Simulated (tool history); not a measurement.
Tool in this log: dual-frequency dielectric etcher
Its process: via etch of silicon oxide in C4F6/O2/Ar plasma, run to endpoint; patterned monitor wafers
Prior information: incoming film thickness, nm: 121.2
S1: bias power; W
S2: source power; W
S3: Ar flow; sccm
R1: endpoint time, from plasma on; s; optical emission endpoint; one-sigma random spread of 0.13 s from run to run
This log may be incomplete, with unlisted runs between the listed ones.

run  hour   S1   S2   S3      R1
  1   0.0  546  260  380  31.546
  2   1.6  476  240  385  35.369
  3   6.0  476  240  348  35.182
  4  13.0  476  240  323  34.992
  5  16.2  438  240  323  37.017
  6  20.8  423  240  323  37.715
  7  29.6  413  240  323  38.540

Expected results for the next run?
  8  31.2  409  240  323   ?

Run 8 came out at R1 38.650 s.
